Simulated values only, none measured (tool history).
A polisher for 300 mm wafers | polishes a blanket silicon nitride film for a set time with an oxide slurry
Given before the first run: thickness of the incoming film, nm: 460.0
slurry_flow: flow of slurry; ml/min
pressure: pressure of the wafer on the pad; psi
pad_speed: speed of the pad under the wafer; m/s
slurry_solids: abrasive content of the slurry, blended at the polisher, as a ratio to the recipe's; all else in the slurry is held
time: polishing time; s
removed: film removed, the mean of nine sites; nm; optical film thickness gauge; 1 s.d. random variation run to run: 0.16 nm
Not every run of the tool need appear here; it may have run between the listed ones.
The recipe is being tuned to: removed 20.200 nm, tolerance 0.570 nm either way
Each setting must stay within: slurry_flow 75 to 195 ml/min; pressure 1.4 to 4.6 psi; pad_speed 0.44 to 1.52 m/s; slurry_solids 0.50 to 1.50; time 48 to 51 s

| run | hour | slurry_flow | pressure | pad_speed | slurry_solids | time | removed |
|---|---|---|---|---|---|---|---|
| 1 | 0.0 | 125 | 3.0 | 0.98 | 1.00 | 48 | 22.670 |
| 2 | 7.8 | 125 | 3.0 | 0.98 | 1.00 | 51 | 23.920 |
| 3 | 16.3 | 120 | 2.9 | 0.98 | 1.00 | 51 | 23.333 |
| 4 | 24.4 | 115 | 2.8 | 0.98 | 1.00 | 51 | 21.859 |
| 5 | 26.7 | 135 | 2.8 | 0.98 | 1.00 | 51 | 22.827 |
| 6 | 28.1 | 135 | 2.8 | 0.98 | 1.00 | 48 | 21.552 |
| 7 | 29.9 | 130 | 2.8 | 0.98 | 1.00 | 48 | 21.363 |
| 8 | 31.8 | 125 | 2.8 | 0.98 | 1.00 | 48 | 20.861 |
| 9 | 34.2 | 120 | 2.8 | 0.98 | 1.00 | 48 | 21.077 |
| 10 | 37.2 | 120 | 2.8 | 0.98 | 1.00 | 48 | 20.892 |
| 11 | 46.1 | 115 | 2.8 | 0.98 | 1.00 | 48 | 20.727 |

Consider the 4 candidate settings below. Which is the only one whose results all fall within their allowed miss of target?
| A | 55.0 | 120 | 3.0 | 0.88 | 1.10 | 48 | ? |
| B | 55.0 | 80 | 3.2 | 0.86 | 1.20 | 51 | ? |
| C | 55.0 | 180 | 3.0 | 0.72 | 1.25 | 51 | ? |
| D | 55.0 | 125 | 3.3 | 1.02 | 0.50 | 50 | ? |

| move | removed |
|---|---|
| A | 21.146 |
| B | 21.868 |
| C | 21.523 |
| D | 19.932 |
A: the biggest miss grows against the last run
B: the biggest miss grows against the last run
C: the biggest miss grows against the last run
D: meets every target
Move D is the one to make.

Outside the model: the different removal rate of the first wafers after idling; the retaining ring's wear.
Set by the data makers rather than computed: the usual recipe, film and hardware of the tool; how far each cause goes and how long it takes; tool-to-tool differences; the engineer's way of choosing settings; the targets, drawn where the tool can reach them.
